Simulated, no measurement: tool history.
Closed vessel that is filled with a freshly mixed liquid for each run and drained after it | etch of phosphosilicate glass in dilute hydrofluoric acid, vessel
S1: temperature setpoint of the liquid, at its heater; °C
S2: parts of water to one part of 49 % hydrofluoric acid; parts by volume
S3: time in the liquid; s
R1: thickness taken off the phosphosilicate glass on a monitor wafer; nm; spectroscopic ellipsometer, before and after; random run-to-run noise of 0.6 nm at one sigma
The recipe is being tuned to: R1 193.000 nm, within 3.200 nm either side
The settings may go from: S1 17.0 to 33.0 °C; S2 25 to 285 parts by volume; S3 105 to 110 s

{"run": 1, "day": 0.0, "S1": 25.0, "S2": 155, "S3": 105, "R1": 104.12}
{"run": 2, "day": 0.142, "S1": 25.0, "S2": 155, "S3": 105, "R1": 103.68}
{"run": 3, "day": 0.179, "S1": 25.0, "S2": 215, "S3": 105, "R1": 70.492}
{"run": 4, "day": 0.412, "S1": 27.5, "S2": 185, "S3": 105, "R1": 92.243}
{"run": 5, "day": 0.579, "S1": 27.5, "S2": 185, "S3": 110, "R1": 96.672}
{"run": 6, "day": 0.638, "S1": 25.0, "S2": 185, "S3": 110, "R1": 88.531}
{"run": 7, "day": 0.779, "S1": 27.5, "S2": 165, "S3": 110, "R1": 111.34}
{"run": 8, "day": 0.879, "S1": 29.0, "S2": 150, "S3": 110, "R1": 131.53}
{"run": 9, "day": 1.238, "S1": 30.0, "S2": 140, "S3": 110, "R1": 147.92}
{"run": 10, "day": 1.567, "S1": 31.0, "S2": 135, "S3": 110, "R1": 160.28}
{"run": 11, "day": 1.862, "S1": 31.5, "S2": 130, "S3": 110, "R1": 170.83}
{"run": 12, "day": 2.112, "S1": 32.0, "S2": 125, "S3": 110, "R1": 182.25}
{"run": 13, "day": 2.233, "S1": 32.5, "S2": 125, "S3": 110, "R1": 186.12}
{"run": 14, "day": 2.6, "S1": 33.0, "S2": 125, "S3": 110, "R1": 188.52}
{"run": 15, "day": 2.829, "S1": 33.0, "S2": 120, "S3": 110, "R1": 197.51}

Below are 4 possible settings for the next run. Only one of them brings all results inside the allowed miss of their targets. Which is it?
{"run": "A", "day": 3.058, "S1": 27.0, "S2": 95, "S3": 110, "R1": "?"}
{"run": "B", "day": 3.058, "S1": 28.0, "S2": 100, "S3": 105, "R1": "?"}
{"run": "C", "day": 3.058, "S1": 31.0, "S2": 110, "S3": 110, "R1": "?"}
{"run": "D", "day": 3.058, "S1": 33.0, "S2": 115, "S3": 110, "R1": "?"}

move=A R1=205.860
move=B R1=192.870
move=C R1=203.170
move=D R1=207.800
A: moves away from the targets compared with the last run
B: in spec on every target
C: moves away from the targets compared with the last run
D: moves away from the targets compared with the last run
So the answer is move B, the one that meets all the targets.
